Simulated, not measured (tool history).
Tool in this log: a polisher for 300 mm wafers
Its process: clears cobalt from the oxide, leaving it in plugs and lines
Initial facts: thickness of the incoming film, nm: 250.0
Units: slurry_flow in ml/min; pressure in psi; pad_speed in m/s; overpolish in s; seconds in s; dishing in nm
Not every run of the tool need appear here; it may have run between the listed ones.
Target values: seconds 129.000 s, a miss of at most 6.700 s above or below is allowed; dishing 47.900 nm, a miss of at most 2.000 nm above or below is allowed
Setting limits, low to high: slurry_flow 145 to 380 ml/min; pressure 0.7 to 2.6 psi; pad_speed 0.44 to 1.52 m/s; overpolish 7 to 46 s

run 1 hour=0.0 | slurry_flow=245 pressure=1.6 pad_speed=0.98 overpolish=24 | seconds=75.176 dishing=54.926
run 2 hour=2.1 | slurry_flow=245 pressure=1.4 pad_speed=0.98 overpolish=26 | seconds=85.489 dishing=54.030
run 3 hour=11.0 | slurry_flow=185 pressure=1.4 pad_speed=0.98 overpolish=26 | seconds=89.209 dishing=52.922
run 4 hour=17.3 | slurry_flow=185 pressure=1.4 pad_speed=0.98 overpolish=19 | seconds=90.761 dishing=42.491
run 5 hour=18.1 | slurry_flow=180 pressure=1.2 pad_speed=0.98 overpolish=22 | seconds=105.890 dishing=42.364
run 6 hour=25.7 | slurry_flow=180 pressure=1.2 pad_speed=1.20 overpolish=22 | seconds=85.386 dishing=47.983
run 7 hour=31.9 | slurry_flow=175 pressure=1.0 pad_speed=1.18 overpolish=25 | seconds=103.340 dishing=45.713
run 8 hour=40.5 | slurry_flow=175 pressure=0.9 pad_speed=1.18 overpolish=27 | seconds=114.300 dishing=45.198
run 9 hour=47.5 | slurry_flow=175 pressure=0.9 pad_speed=1.18 overpolish=29 | seconds=117.170 dishing=47.278
run 10 hour=48.6 | slurry_flow=175 pressure=0.7 pad_speed=1.18 overpolish=32 | seconds=145.640 dishing=43.045

4 next moves are on the table. One of them brings every result within its allowed miss. Which?
run A hour=49.7 | slurry_flow=155 pressure=0.7 pad_speed=1.32 overpolish=24 | seconds=? dishing=?
run B hour=49.7 | slurry_flow=215 pressure=0.7 pad_speed=1.26 overpolish=26 | seconds=? dishing=?
run C hour=49.7 | slurry_flow=240 pressure=0.8 pad_speed=1.12 overpolish=33 | seconds=? dishing=?
run D hour=49.7 | slurry_flow=230 pressure=0.7 pad_speed=0.98 overpolish=37 | seconds=? dishing=?

move=A seconds=135.250 dishing=36.317
move=B seconds=133.850 dishing=38.966
move=C seconds=130.570 dishing=47.278
move=D seconds=169.400 dishing=42.665
A: corrects the largest miss of the last run, while another result sits out of spec
B: corrects the largest miss of the last run, while another result sits out of spec
C: every result within its allowed miss
D: the biggest miss grows against the last run
Move C is the one to make.

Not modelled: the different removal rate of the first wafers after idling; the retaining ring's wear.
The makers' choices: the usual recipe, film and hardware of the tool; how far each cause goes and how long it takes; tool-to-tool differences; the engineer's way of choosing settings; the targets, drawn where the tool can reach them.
